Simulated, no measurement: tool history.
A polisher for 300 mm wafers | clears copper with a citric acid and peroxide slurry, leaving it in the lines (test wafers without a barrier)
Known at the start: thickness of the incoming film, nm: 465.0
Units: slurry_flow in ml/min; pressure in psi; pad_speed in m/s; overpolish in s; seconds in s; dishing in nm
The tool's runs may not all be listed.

run  hour  slurry_flow  pressure  pad_speed  slurry_solids  overpolish  seconds  dishing
  1     0          190       4.2       1.18              1          12   113.93   35.455
  2   6.9          205       4.2       1.18              1          12   114.73   35.493
  3   8.1          190       4.4        1.2              1          11   112.32   33.523
  4  16.6          220       4.4        1.2              1          11   112.49    33.88
  5  18.3          220       4.4        1.2            1.1          11   104.84   34.345
  6    27          220       4.4        1.2            1.1          16   105.27   47.444
  7  29.7          230       4.5        1.2           1.15          14   105.62   42.313
  8  31.8          220       4.5       1.24            1.2          12   102.93   38.819
  9  39.1          270       5.7       1.24           0.95           6   87.238   24.358
 10  41.3          270       6.5       1.26            0.9           4   79.857   17.917
 11  45.5          270       6.4       1.28            0.9           4   80.464   18.634
 12  52.2          270       6.4        1.3            0.9           4   78.531   17.527
 13  61.3          270       6.3        1.3            0.9           4   80.629   18.567
 14  69.4          270       6.3       1.32            0.9           4    77.59   18.863
 15  72.9          270       6.2       1.32            0.9           4   78.958   18.446

Forecast run 16:
     76.2  -- slurry blender recalibrated
 16  76.2          270       6.4       1.32            0.9           7        ?        ?

Run 16 gave seconds 75.303 s, dishing 34.707 nm.

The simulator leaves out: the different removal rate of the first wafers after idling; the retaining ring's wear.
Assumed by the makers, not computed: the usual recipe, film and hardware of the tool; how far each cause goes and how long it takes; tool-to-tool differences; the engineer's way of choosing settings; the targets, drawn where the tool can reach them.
